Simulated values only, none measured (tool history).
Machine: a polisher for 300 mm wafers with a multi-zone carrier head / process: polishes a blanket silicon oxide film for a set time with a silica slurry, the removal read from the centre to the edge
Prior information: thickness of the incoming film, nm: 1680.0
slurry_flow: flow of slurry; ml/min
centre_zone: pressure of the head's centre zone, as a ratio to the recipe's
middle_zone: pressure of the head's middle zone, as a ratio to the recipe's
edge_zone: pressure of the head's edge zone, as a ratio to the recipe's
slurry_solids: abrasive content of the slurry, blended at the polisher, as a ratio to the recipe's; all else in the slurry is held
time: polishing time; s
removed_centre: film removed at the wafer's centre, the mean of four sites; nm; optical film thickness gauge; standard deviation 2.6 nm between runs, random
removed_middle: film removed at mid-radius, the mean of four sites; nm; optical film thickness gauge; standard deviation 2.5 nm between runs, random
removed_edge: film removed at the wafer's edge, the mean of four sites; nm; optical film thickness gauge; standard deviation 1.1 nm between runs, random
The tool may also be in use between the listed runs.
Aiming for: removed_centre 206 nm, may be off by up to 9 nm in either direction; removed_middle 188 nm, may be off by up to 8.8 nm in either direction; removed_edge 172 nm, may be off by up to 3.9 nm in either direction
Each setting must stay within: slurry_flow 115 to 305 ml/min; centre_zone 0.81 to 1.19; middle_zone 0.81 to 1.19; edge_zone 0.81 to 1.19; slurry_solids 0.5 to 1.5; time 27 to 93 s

run  hour  slurry_flow  centre_zone  middle_zone  edge_zone  slurry_solids  time  removed_centre  removed_middle  removed_edge
  1     0          195            1            1          1              1    59          158.88          158.05        156.62
  2   1.9          195         1.03            1          1              1    59          162.06          154.52        157.65
  3   7.4          195         1.03            1          1              1    69          199.25           180.9         181.3
  4  15.8          195         1.03         1.08          1              1    69          195.54          197.26        183.99
  5  16.4          190         1.04         1.08       0.98              1    69          200.59          189.34         180.6
  6  21.6          160         1.04         1.08       0.98              1    69          189.76          189.91        177.28
  7    26          160         1.05         1.08       0.97              1    69          192.99          187.24        176.45
  8  29.3          160         1.06         1.09       0.96              1    69          193.36          189.43         178.4

Exactly one of the 5 candidate moves below puts every result within its allowed miss. Which one?
  A  32.6          155         1.11         1.01       0.97           1.05    71               ?               ?             ?
  B  32.6          190         1.14         1.11       0.97            0.9    69               ?               ?             ?
  C  32.6          135         1.03         1.04       1.02            1.2    65               ?               ?             ?
  D  32.6          125         1.03         1.16       1.11           1.35    65               ?               ?             ?
  E  32.6          120         1.12         1.06       1.08           1.25    67               ?               ?             ?

move  removed_centre  removed_middle  removed_edge
   A          212.85          187.03        186.41
   B          208.59          192.26        175.23
   C             184          179.29        179.33
   D          188.24          201.44        191.33
   E          203.64          185.81        188.97
A: the biggest miss grows against the last run
B: all results land within tolerance of their targets
C: the biggest miss grows against the last run
D: the biggest miss grows against the last run
E: the biggest miss grows against the last run
So the answer is move B, the one that meets all the targets.
